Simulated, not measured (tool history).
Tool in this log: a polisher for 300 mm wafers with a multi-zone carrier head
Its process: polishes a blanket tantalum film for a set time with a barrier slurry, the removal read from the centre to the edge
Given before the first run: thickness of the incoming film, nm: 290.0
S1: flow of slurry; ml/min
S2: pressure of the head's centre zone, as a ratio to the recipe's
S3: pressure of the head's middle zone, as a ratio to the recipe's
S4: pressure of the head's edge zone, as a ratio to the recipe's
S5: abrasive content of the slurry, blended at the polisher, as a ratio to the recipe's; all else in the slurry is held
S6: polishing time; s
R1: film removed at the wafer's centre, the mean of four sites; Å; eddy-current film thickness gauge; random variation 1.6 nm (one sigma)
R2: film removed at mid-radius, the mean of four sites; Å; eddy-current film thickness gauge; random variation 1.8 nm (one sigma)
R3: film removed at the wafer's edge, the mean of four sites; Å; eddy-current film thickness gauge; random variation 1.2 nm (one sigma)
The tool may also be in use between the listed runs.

run	hour	S1	S2	S3	S4	S5	S6	R1	R2	R3
1	0	315	1	1	1	1	56	1061	1103.2	1083.4
2	6.4	315	1	1	1	0.85	56	1021.2	1049.5	1051
3	14.5	315	0.98	1.01	1.05	1.05	59	1093.4	1161.8	1196.9
4	16	320	0.99	1.05	1.08	1.2	60	1203	1280.8	1275.6
5	24.7	285	0.99	1.05	1.08	1.2	60	1167.6	1267.4	1264.6
6	32.7	295	0.98	1.07	1.11	1.3	61	1175.2	1319.3	1312.3
7	36.6	310	0.98	1.08	1.13	1.35	62	1227.8	1348.6	1382.9
8	44.7	320	0.98	1.11	1.14	1.4	63	1287.6	1457.2	1419.4

Expected results for the next run?
9	52.3	325	0.97	1.11	1.16	1.45	63	?	?	?

R1: 1265.9 Å
R2: 1456 Å
R3: 1468.9 Å

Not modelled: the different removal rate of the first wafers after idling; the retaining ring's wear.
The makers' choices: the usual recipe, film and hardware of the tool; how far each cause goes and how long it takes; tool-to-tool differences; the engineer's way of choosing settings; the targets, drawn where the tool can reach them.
